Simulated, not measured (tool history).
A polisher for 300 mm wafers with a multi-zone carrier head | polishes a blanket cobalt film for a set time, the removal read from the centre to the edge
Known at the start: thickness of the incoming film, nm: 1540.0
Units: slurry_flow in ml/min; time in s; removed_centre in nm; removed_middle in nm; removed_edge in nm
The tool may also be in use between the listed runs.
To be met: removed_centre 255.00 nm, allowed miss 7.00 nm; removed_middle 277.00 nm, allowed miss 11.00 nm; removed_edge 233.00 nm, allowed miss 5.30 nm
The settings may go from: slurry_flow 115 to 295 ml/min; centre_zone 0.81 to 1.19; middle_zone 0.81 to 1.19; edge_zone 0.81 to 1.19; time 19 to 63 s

{"run": 1, "hour": 0.0, "slurry_flow": 190, "centre_zone": 1.0, "middle_zone": 1.0, "edge_zone": 1.0, "time": 41, "removed_centre": 278.24, "removed_middle": 263.59, "removed_edge": 264.48}
{"run": 2, "hour": 3.7, "slurry_flow": 190, "centre_zone": 1.0, "middle_zone": 1.06, "edge_zone": 1.0, "time": 41, "removed_centre": 281.12, "removed_middle": 275.23, "removed_edge": 267.45}
{"run": 3, "hour": 10.0, "slurry_flow": 185, "centre_zone": 0.99, "middle_zone": 1.07, "edge_zone": 0.97, "time": 41, "removed_centre": 279.17, "removed_middle": 277.71, "removed_edge": 260.98}
{"run": 4, "hour": 14.9, "slurry_flow": 185, "centre_zone": 0.99, "middle_zone": 1.07, "edge_zone": 1.0, "time": 41, "removed_centre": 276.29, "removed_middle": 269.15, "removed_edge": 264.7}
{"run": 5, "hour": 23.0, "slurry_flow": 180, "centre_zone": 0.98, "middle_zone": 1.08, "edge_zone": 0.98, "time": 41, "removed_centre": 274.56, "removed_middle": 277.91, "removed_edge": 260.87}
{"run": 6, "hour": 30.0, "slurry_flow": 175, "centre_zone": 0.97, "middle_zone": 1.08, "edge_zone": 0.96, "time": 41, "removed_centre": 269.33, "removed_middle": 268.28, "removed_edge": 259.89}
{"run": 7, "hour": 30.7, "slurry_flow": 180, "centre_zone": 0.97, "middle_zone": 1.1, "edge_zone": 0.94, "time": 41, "removed_centre": 270.35, "removed_middle": 279.72, "removed_edge": 254.98}
{"run": 8, "hour": 32.3, "slurry_flow": 175, "centre_zone": 0.97, "middle_zone": 1.11, "edge_zone": 0.92, "time": 41, "removed_centre": 267.09, "removed_middle": 276.67, "removed_edge": 249.95}
{"run": 9, "hour": 33.2, "slurry_flow": 175, "centre_zone": 0.97, "middle_zone": 1.11, "edge_zone": 0.92, "time": 41, "removed_centre": 272.09, "removed_middle": 279.92, "removed_edge": 254.13}
{"run": 10, "hour": 39.3, "slurry_flow": 175, "centre_zone": 0.97, "middle_zone": 1.11, "edge_zone": 0.92, "time": 41, "removed_centre": 271.56, "removed_middle": 280.39, "removed_edge": 251.12}
{"run": 11, "hour": 47.1, "slurry_flow": 170, "centre_zone": 0.97, "middle_zone": 1.12, "edge_zone": 0.91, "time": 41, "removed_centre": 266.59, "removed_middle": 280.63, "removed_edge": 249.65}
{"run": 12, "hour": 50.8, "slurry_flow": 165, "centre_zone": 0.97, "middle_zone": 1.12, "edge_zone": 0.9, "time": 41, "removed_centre": 264.33, "removed_middle": 282.96, "removed_edge": 247.21}
{"run": 13, "hour": 54.6, "slurry_flow": 160, "centre_zone": 0.97, "middle_zone": 1.12, "edge_zone": 0.89, "time": 41, "removed_centre": 263.49, "removed_middle": 277.51, "removed_edge": 246.89}
{"run": 14, "hour": 60.8, "slurry_flow": 160, "centre_zone": 0.97, "middle_zone": 1.12, "edge_zone": 0.88, "time": 41, "removed_centre": 264.89, "removed_middle": 280.93, "removed_edge": 248.17}
{"run": 15, "hour": 64.0, "slurry_flow": 160, "centre_zone": 0.97, "middle_zone": 1.12, "edge_zone": 0.87, "time": 41, "removed_centre": 266.39, "removed_middle": 281.06, "removed_edge": 241.33}
{"run": 16, "hour": 68.7, "slurry_flow": 155, "centre_zone": 0.97, "middle_zone": 1.12, "edge_zone": 0.87, "time": 41, "removed_centre": 265.67, "removed_middle": 271.15, "removed_edge": 241.54}
{"hour": 70.8, "done": "centre zone pressure recalibrated"}
{"run": 17, "hour": 70.8, "slurry_flow": 155, "centre_zone": 0.97, "middle_zone": 1.13, "edge_zone": 0.86, "time": 41, "removed_centre": 246.38, "removed_middle": 276.31, "removed_edge": 243.21}
{"run": 18, "hour": 74.9, "slurry_flow": 160, "centre_zone": 0.97, "middle_zone": 1.13, "edge_zone": 0.85, "time": 41, "removed_centre": 251.24, "removed_middle": 279.29, "removed_edge": 242.05}
{"run": 19, "hour": 81.6, "slurry_flow": 155, "centre_zone": 0.98, "middle_zone": 1.14, "edge_zone": 0.85, "time": 41, "removed_centre": 251.46, "removed_middle": 281.84, "removed_edge": 239.29}

Which of these 5 next moves meets every target?
{"run": "A", "hour": 88.3, "slurry_flow": 180, "centre_zone": 1.05, "middle_zone": 1.19, "edge_zone": 0.91, "time": 38, "removed_centre": "?", "removed_middle": "?", "removed_edge": "?"}
{"run": "B", "hour": 88.3, "slurry_flow": 165, "centre_zone": 0.97, "middle_zone": 1.11, "edge_zone": 0.85, "time": 41, "removed_centre": "?", "removed_middle": "?", "removed_edge": "?"}
{"run": "C", "hour": 88.3, "slurry_flow": 165, "centre_zone": 0.98, "middle_zone": 1.19, "edge_zone": 0.9, "time": 41, "removed_centre": "?", "removed_middle": "?", "removed_edge": "?"}
{"run": "D", "hour": 88.3, "slurry_flow": 145, "centre_zone": 0.99, "middle_zone": 1.13, "edge_zone": 0.91, "time": 42, "removed_centre": "?", "removed_middle": "?", "removed_edge": "?"}
{"run": "E", "hour": 88.3, "slurry_flow": 140, "centre_zone": 1.02, "middle_zone": 1.17, "edge_zone": 0.92, "time": 42, "removed_centre": "?", "removed_middle": "?", "removed_edge": "?"}

move=A removed_centre=257.55 removed_middle=276.73 removed_edge=234.02
move=B removed_centre=251.78 removed_middle=276.83 removed_edge=242.19
move=C removed_centre=254.54 removed_middle=293.90 removed_edge=248.28
move=D removed_centre=255.28 removed_middle=280.14 removed_edge=250.85
move=E removed_centre=260.71 removed_middle=286.26 removed_edge=250.52
A: meets every target
B: further off than the last run
C: further off than the last run
D: further off than the last run
E: further off than the last run
Answer: A

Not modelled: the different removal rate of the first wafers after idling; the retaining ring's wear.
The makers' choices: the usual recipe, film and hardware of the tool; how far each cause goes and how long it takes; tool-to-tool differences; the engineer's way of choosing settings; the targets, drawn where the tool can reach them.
